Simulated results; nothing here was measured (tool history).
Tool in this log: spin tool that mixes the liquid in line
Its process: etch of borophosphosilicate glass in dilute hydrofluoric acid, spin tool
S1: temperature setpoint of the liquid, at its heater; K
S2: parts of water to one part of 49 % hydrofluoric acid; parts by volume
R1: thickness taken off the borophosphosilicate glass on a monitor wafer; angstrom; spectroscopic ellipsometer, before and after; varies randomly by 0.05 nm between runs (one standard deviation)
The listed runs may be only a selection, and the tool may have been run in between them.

Run 1, hour 0.0: S1 297.15 K, S2 145 parts by volume, time under the liquid (s) 15. Result: R1 48.305 angstrom.
Run 2, hour 2.7: S1 298.65 K, S2 145 parts by volume, time under the liquid (s) 15. Result: R1 50.414 angstrom.
Run 3, hour 7.8: S1 298.65 K, S2 145 parts by volume, time under the liquid (s) 15. Result: R1 51.029 angstrom.
Run 4, hour 13.0: S1 301.15 K, S2 145 parts by volume, time under the liquid (s) 15. Result: R1 56.332 angstrom.
Run 5, hour 13.7: S1 301.65 K, S2 145 parts by volume, time under the liquid (s) 15. Result: R1 57.557 angstrom.
Run 6, hour 21.4: S1 301.65 K, S2 145 parts by volume, time under the liquid (s) 15. Result: R1 56.820 angstrom.

Expected results for the next run?
Run 7, hour 24.5: S1 301.65 K, S2 145 parts by volume, time under the liquid (s) 15. Result: R1 ?.

{"run 7": {"R1": 57.212}}

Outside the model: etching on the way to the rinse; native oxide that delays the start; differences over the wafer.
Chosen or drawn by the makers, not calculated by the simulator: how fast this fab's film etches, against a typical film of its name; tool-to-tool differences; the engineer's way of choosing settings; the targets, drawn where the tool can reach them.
